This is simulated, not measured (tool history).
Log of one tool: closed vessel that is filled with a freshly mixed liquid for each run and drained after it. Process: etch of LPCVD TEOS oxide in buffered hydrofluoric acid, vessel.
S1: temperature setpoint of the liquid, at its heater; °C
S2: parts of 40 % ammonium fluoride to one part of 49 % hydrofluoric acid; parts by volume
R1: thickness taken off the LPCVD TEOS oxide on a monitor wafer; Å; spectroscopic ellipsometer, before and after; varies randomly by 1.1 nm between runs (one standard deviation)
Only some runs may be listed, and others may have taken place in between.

run 1 hour=0.0 | S1=23.0 S2=8 time_in_the_liquid_(s)=95 | R1=2618.6
run 2 hour=6.4 | S1=21.0 S2=8 time_in_the_liquid_(s)=95 | R1=2322.4
run 3 hour=10.1 | S1=23.0 S2=8 time_in_the_liquid_(s)=95 | R1=2643.4
run 4 hour=13.5 | S1=23.0 S2=8 time_in_the_liquid_(s)=105 | R1=2926.0
run 5 hour=19.3 | S1=26.0 S2=8 time_in_the_liquid_(s)=105 | R1=3411.4
run 6 hour=26.6 | S1=25.0 S2=8 time_in_the_liquid_(s)=105 | R1=3222.8
run 7 hour=33.9 | S1=24.0 S2=8 time_in_the_liquid_(s)=105 | R1=3035.8

Expected results for the next run?
-- hour=39.0 hydrofluoric acid flow meter replaced
run 8 hour=39.0 | S1=23.5 S2=8 time_in_the_liquid_(s)=105 | R1=?

R1: 2678.9 Å
